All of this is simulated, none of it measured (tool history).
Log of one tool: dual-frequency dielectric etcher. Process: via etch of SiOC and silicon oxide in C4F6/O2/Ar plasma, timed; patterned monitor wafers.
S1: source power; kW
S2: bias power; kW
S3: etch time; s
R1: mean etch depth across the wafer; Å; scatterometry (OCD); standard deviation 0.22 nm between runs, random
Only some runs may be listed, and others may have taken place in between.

run	hour	S1	S2	S3	R1
1	0	0.38	0.228	60	673.8
2	6.6	0.41	0.228	60	690.57
3	14.2	0.4	0.227	60	683.48
4	19	0.39	0.226	60	677.38
5	26.5	0.38	0.225	60	672.86
6	34.5	0.37	0.224	60	666.67
7	40.4	0.36	0.223	60	663.45

Run 8, settings as shown, results not yet in. Your forecast:
8	41	0.35	0.222	60	?

{"run 8": {"R1": 655.17}}
